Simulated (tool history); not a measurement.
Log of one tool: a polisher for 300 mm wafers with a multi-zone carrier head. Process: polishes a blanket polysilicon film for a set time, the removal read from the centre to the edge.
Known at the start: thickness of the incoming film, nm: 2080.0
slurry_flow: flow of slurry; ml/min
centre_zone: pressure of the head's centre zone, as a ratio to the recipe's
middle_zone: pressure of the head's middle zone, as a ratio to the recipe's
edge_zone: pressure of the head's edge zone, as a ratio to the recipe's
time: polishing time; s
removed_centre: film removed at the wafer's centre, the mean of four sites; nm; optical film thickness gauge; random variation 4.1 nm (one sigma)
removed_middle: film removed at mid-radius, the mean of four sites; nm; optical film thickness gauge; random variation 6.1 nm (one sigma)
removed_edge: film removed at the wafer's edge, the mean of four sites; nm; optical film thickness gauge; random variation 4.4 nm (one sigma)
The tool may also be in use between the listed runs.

run	hour	slurry_flow	centre_zone	middle_zone	edge_zone	time	removed_centre	removed_middle	removed_edge
1	0	255	1	1	1	78	762.79	756.44	747.95
2	2	250	0.97	0.97	0.97	71	667.21	664.36	670.89
3	9.8	250	0.89	0.97	0.97	71	617.62	659.47	676.85
4	12.4	250	0.89	0.97	0.97	58	502.42	561.37	548.04
5	17.7	245	0.89	0.95	0.94	57	492.54	520.21	544.17
6	18.5	245	0.89	0.95	0.89	57	501.66	525.73	524.01
7	20.4	235	0.88	0.94	0.87	56	475.4	510.37	508.41

Run 8 comes next. What will it give?
8	22.3	230	0.89	0.93	0.86	56	?	?	?

Run 8 gave removed_centre 480.7 nm, removed_middle 502.18 nm, removed_edge 504.32 nm.
